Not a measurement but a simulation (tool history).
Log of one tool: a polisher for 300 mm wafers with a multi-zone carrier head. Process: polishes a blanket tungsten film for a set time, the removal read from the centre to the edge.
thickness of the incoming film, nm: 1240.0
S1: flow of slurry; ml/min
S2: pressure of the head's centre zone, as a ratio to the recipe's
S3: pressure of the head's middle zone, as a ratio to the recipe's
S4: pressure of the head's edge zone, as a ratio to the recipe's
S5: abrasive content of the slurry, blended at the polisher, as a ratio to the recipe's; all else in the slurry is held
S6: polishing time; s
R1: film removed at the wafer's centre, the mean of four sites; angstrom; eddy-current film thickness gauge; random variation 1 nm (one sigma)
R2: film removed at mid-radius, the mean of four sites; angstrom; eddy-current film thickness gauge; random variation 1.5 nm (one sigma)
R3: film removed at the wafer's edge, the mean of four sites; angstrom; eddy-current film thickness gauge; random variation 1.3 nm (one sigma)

run	hour	S1	S2	S3	S4	S5	S6	R1	R2	R3
1	0.0	285	1.00	1.00	1.00	1.00	61	2195.1	2313.2	2211.0
2	1.3	275	0.96	0.98	0.99	0.90	55	1889.6	1990.2	1926.9
3	3.4	265	0.93	0.98	1.02	0.85	50	1613.1	1771.3	1710.6
4	5.1	265	0.93	0.98	1.02	0.70	50	1527.7	1674.0	1645.2
5	13.4	260	0.91	0.97	1.03	0.65	47	1388.5	1508.0	1504.2
6	21.9	255	0.89	0.97	1.04	0.60	45	1249.9	1433.3	1450.9
# hour 27.3: worn pad replaced by a new one
7	27.3	250	0.88	0.96	1.03	0.60	44	1377.2	1522.3	1562.6
8	31.3	250	0.98	1.04	1.13	0.50	41	1338.8	1450.3	1463.8
9	40.2	250	0.95	1.03	1.11	0.50	39	1241.1	1393.9	1407.3

Run 10 comes next. What will it give?
10	48.6	250	0.93	1.02	1.10	0.50	38	?	?	?

Run 10 gave R1 1183.6 angstrom, R2 1326.3 angstrom, R3 1328.4 angstrom.
